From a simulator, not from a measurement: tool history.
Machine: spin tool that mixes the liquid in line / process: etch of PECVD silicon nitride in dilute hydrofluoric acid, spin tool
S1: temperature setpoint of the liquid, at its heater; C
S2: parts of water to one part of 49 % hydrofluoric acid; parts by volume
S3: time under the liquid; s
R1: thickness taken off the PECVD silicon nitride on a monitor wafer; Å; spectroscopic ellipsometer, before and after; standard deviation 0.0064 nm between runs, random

run,hour,S1,S2,S3,R1
1,0.0,25.0,50,35,12.304
2,6.2,25.0,50,35,12.444
3,8.8,24.0,50,35,11.632
4,14.5,23.0,50,35,10.828
5,20.1,23.0,35,35,15.300
6,22.2,21.0,35,35,13.312
7,25.1,19.5,35,35,12.130
8,29.6,19.5,35,35,11.996

Run 9 comes next. What will it give?
9,36.9,18.5,35,35,?

{"run 9": {"R1": 11.23}}
